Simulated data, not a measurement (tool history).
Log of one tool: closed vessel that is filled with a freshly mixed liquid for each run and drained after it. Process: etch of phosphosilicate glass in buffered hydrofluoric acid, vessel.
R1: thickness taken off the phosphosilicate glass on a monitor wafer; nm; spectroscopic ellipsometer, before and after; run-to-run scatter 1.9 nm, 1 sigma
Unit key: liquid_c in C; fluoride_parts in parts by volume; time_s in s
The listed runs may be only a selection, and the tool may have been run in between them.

{"run": 1, "day": 0.0, "liquid_c": 21, "fluoride_parts": 19, "time_s": 100, "R1": 179.36}
{"run": 2, "day": 0.108, "liquid_c": 21, "fluoride_parts": 22.5, "time_s": 100, "R1": 156.5}
{"run": 3, "day": 0.417, "liquid_c": 19, "fluoride_parts": 22.5, "time_s": 100, "R1": 138.86}
{"run": 4, "day": 0.612, "liquid_c": 17, "fluoride_parts": 22.5, "time_s": 100, "R1": 121.62}
{"run": 5, "day": 0.825, "liquid_c": 17, "fluoride_parts": 20.5, "time_s": 100, "R1": 135.06}
{"run": 6, "day": 1.046, "liquid_c": 18.5, "fluoride_parts": 20.5, "time_s": 100, "R1": 146.07}
{"run": 7, "day": 1.408, "liquid_c": 19.5, "fluoride_parts": 20.5, "time_s": 100, "R1": 154.3}
{"run": 8, "day": 1.738, "liquid_c": 20.5, "fluoride_parts": 20.5, "time_s": 100, "R1": 163.7}
{"run": 9, "day": 1.983, "liquid_c": 21.5, "fluoride_parts": 20.5, "time_s": 100, "R1": 171.97}
{"run": 10, "day": 2.325, "liquid_c": 22.5, "fluoride_parts": 20.5, "time_s": 100, "R1": 184.5}
{"run": 11, "day": 2.6, "liquid_c": 23, "fluoride_parts": 20.5, "time_s": 100, "R1": 188.94}
{"run": 12, "day": 2.738, "liquid_c": 23.5, "fluoride_parts": 20.5, "time_s": 100, "R1": 192.99}

Expected results for the next run?
{"run": 13, "day": 2.85, "liquid_c": 24, "fluoride_parts": 20.5, "time_s": 100, "R1": "?"}

Run 13 produced R1 198.58 nm.
